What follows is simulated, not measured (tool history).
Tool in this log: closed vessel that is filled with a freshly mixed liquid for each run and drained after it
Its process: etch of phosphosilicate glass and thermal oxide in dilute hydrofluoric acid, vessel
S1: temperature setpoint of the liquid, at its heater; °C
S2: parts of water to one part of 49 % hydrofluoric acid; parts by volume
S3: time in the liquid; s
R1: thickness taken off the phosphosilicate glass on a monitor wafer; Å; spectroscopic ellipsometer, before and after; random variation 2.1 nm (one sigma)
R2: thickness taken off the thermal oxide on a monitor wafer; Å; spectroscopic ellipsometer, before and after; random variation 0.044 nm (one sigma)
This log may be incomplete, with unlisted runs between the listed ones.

run  hour    S1  S2  S3      R1      R2
  1     0    26  90  60  1424.6  33.073
  2   8.4  28.5  90  60  1576.2  37.234
  3  10.3  28.5  60  60  2471.2  56.635
  4  12.5    30  60  60  2580.9  60.658
  5  16.3  30.5  60  60  2648.3  62.478
  6  19.2    31  60  60  2702.4  63.435
  7  25.5  31.5  60  60  2739.5  64.597
  8  27.1    32  60  60  2762.2  65.726

Expected results for the next run?
  9  28.7  32  60  60   ?   ?

R1: 2827.4 Å
R2: 66.432 Å
